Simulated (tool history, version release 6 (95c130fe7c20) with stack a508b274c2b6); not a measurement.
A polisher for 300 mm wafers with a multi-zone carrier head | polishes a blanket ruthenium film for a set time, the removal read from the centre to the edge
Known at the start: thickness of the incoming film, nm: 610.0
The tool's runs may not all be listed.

| run | hour | flow of slurry (ml/min) | pressure of the head's centre zone | pressure of the head's middle zone | pressure of the head's edge zone | polishing time (s) | film removed at the wafer's centre (nm) | film removed at mid-radius (nm) | film removed at the wafer's edge (nm) |
|---|---|---|---|---|---|---|---|---|---|
| 1 | 0.0 | 285 | 1.00 | 1.00 | 1.00 | 68 | 70.679 | 70.362 | 70.384 |
| 2 | 3.9 | 285 | 1.00 | 1.00 | 1.05 | 68 | 72.087 | 70.183 | 72.571 |
| 3 | 11.6 | 285 | 0.98 | 1.01 | 1.07 | 69 | 71.231 | 70.998 | 75.062 |
| 4 | 15.7 | 285 | 0.98 | 1.01 | 1.07 | 58 | 61.118 | 57.940 | 63.053 |
| 5 | 23.8 | 285 | 0.97 | 1.02 | 1.09 | 61 | 61.688 | 63.306 | 66.791 |
| 6 | 29.9 | 285 | 0.97 | 0.96 | 1.09 | 61 | 62.884 | 60.425 | 65.999 |

Run 7 comes next. What will it give?
| 7 | 37.0 | 290 | 0.97 | 0.98 | 1.11 | 63 | ? | ? | ? |

Run 7 gave film removed at the wafer's centre (nm) 65.307, film removed at mid-radius (nm) 63.889, film removed at the wafer's edge (nm) 70.076.
